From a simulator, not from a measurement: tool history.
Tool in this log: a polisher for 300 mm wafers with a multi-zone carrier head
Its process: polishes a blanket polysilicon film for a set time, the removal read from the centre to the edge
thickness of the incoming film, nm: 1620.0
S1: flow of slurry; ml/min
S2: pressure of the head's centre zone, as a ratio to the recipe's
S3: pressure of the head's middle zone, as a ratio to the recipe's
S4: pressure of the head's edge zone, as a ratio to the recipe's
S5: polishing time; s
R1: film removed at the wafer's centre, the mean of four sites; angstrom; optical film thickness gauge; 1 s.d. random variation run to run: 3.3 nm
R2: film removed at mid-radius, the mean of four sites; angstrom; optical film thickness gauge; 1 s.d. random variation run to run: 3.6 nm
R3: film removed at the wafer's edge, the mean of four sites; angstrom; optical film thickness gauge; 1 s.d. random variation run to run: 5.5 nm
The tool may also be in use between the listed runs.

{"run": 1, "hour": 0.0, "S1": 210, "S2": 1, "S3": 1, "S4": 1, "S5": 65, "R1": 4087.5, "R2": 3925.2, "R3": 3846.3}
{"run": 2, "hour": 0.8, "S1": 220, "S2": 0.96, "S3": 1.05, "S4": 1.02, "S5": 65, "R1": 3991.8, "R2": 4154.1, "R3": 3912.3}
{"run": 3, "hour": 2.0, "S1": 220, "S2": 0.96, "S3": 1.05, "S4": 1.09, "S5": 65, "R1": 3985, "R2": 4109.8, "R3": 4084.6}
{"run": 4, "hour": 4.2, "S1": 220, "S2": 0.87, "S3": 1.05, "S4": 1.09, "S5": 65, "R1": 3588.3, "R2": 4168.2, "R3": 4058.7}
{"run": 5, "hour": 12.2, "S1": 235, "S2": 0.87, "S3": 1.07, "S4": 1.08, "S5": 65, "R1": 3593.7, "R2": 4230.9, "R3": 4106}
{"run": 6, "hour": 16.0, "S1": 240, "S2": 0.88, "S3": 1.1, "S4": 1.06, "S5": 65, "R1": 3705.8, "R2": 4329.6, "R3": 4032.7}
{"run": 7, "hour": 24.4, "S1": 245, "S2": 0.87, "S3": 1.12, "S4": 1.06, "S5": 65, "R1": 3609.5, "R2": 4386.2, "R3": 3965.5}
{"run": 8, "hour": 26.5, "S1": 250, "S2": 0.87, "S3": 1.13, "S4": 1.07, "S5": 65, "R1": 3654.1, "R2": 4448.8, "R3": 4185.7}

Expected results for the next run?
{"hour": 28.0, "done": "centre zone pressure recalibrated"}
{"run": 9, "hour": 28.0, "S1": 250, "S2": 0.87, "S3": 1.14, "S4": 1.05, "S5": 65, "R1": "?", "R2": "?", "R3": "?"}

{"run 9": {"R1": 3404.4, "R2": 4488.1, "R3": 4003.1}}
